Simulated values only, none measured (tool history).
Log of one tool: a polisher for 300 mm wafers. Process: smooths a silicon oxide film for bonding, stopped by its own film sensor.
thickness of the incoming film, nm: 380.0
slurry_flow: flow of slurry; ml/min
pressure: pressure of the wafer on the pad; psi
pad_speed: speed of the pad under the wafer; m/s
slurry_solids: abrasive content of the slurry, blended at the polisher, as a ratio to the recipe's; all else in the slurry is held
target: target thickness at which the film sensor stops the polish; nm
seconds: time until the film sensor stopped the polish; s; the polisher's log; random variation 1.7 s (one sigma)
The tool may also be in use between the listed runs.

run	day	slurry_flow	pressure	pad_speed	slurry_solids	target	seconds
1	0.000	155	1.4	0.92	1.0	355	55.261
2	0.238	155	1.3	0.90	1.0	355	58.221
3	0.575	155	1.3	0.80	1.0	355	64.831
4	0.688	175	1.3	0.80	1.0	355	62.625
5	1.017	175	1.2	0.78	1.0	355	69.021
6	1.038	175	1.2	0.94	1.0	355	60.665
7	1.229	175	1.1	0.92	1.0	355	64.465
8	1.350	175	1.0	0.88	1.0	355	75.766
# day 1.617: head pressure recalibrated
9	1.617	170	0.9	0.88	1.0	355	87.831
10	1.675	165	0.9	0.88	1.0	355	89.249
11	1.996	160	0.9	0.88	1.0	355	86.042
12	2.088	160	0.9	0.88	1.0	355	85.409
13	2.242	155	0.8	0.88	1.0	355	98.938

Forecast run 14:
14	2.446	145	0.8	0.88	1.0	355	?

{"run 14": {"seconds": 98.293}}

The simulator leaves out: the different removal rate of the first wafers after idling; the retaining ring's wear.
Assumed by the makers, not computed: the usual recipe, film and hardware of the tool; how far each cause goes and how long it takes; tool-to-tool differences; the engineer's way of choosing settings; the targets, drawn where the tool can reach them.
